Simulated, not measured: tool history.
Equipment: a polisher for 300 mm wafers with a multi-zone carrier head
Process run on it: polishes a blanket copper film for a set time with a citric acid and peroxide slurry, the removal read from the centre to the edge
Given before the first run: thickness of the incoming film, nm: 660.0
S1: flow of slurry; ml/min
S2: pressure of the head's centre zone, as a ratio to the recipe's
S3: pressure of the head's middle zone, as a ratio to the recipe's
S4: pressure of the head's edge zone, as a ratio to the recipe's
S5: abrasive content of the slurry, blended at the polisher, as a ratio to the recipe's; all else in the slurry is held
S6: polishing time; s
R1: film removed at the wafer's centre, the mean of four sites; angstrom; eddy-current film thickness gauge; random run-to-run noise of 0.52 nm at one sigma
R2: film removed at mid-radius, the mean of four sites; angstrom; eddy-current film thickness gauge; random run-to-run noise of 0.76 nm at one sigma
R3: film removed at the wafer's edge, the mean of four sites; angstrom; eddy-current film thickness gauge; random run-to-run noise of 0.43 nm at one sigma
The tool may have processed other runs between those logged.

run 1 hour=0 | S1=240 S2=1 S3=1 S4=1 S5=1 S6=66 | R1=1011.4 R2=1008.5 R3=989.56
run 2 hour=6.1 | S1=220 S2=1 S3=1 S4=1 S5=1 S6=66 | R1=1000.4 R2=983.27 R3=993
run 3 hour=10.6 | S1=220 S2=1 S3=0.95 S4=1 S5=1 S6=66 | R1=990.96 R2=942.56 R3=993.56
run 4 hour=15.8 | S1=245 S2=0.98 S3=0.96 S4=0.96 S5=0.85 S6=62 | R1=899.3 R2=872.54 R3=887.67
run 5 hour=24.4 | S1=245 S2=0.98 S3=0.96 S4=1.03 S5=0.85 S6=62 | R1=907.85 R2=878.49 R3=927.79
run 6 hour=26.2 | S1=245 S2=0.98 S3=0.89 S4=1.03 S5=0.85 S6=62 | R1=911.45 R2=839.03 R3=932.58
run 7 hour=29.3 | S1=255 S2=0.97 S3=0.93 S4=0.97 S5=0.75 S6=60 | R1=846.12 R2=811.31 R3=849.47
run 8 hour=34.9 | S1=255 S2=0.96 S3=0.95 S4=0.93 S5=0.7 S6=59 | R1=813.52 R2=789.19 R3=805.98
run 9 hour=41.6 | S1=250 S2=0.95 S3=0.98 S4=0.89 S5=0.65 S6=58 | R1=779.21 R2=798.15 R3=768.32
run 10 hour=47.5 | S1=245 S2=0.95 S3=0.98 S4=0.87 S5=0.6 S6=57 | R1=751.36 R2=758.22 R3=725.62
run 11 hour=48.4 | S1=230 S2=0.95 S3=0.99 S4=0.86 S5=0.6 S6=57 | R1=749.1 R2=769.1 R3=719.5
run 12 hour=50.3 | S1=215 S2=0.94 S3=0.99 S4=0.85 S5=0.6 S6=57 | R1=719.02 R2=744.82 R3=722.7
run 13 hour=55.1 | S1=250 S2=0.96 S3=1.02 S4=0.82 S5=0.5 S6=55 | R1=698.21 R2=735.42 R3=662.54

For run 14, what comes out?
run 14 hour=60.3 | S1=255 S2=0.96 S3=1.02 S4=0.83 S5=0.5 S6=55 | R1=? R2=? R3=?

R1: 712.9 angstrom
R2: 739.29 angstrom
R3: 662.09 angstrom
